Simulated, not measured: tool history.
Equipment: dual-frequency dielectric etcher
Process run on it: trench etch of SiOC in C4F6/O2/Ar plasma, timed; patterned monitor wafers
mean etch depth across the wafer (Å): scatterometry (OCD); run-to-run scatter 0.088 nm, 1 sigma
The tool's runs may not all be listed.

run	hour	source power (W)	bias power (W)	etch time (s)	mean etch depth across the wafer (Å)
1	0.0	340	235	13.5	280.69
2	8.0	340	235	12.0	247.99
3	16.2	370	240	12.0	255.22
4	18.0	380	259	12.0	260.94
5	23.4	410	259	12.0	268.64
6	26.5	460	259	12.0	276.76

For run 7, what comes out?
7	29.9	460	270	12.0	?

mean etch depth across the wafer (Å): 280.32

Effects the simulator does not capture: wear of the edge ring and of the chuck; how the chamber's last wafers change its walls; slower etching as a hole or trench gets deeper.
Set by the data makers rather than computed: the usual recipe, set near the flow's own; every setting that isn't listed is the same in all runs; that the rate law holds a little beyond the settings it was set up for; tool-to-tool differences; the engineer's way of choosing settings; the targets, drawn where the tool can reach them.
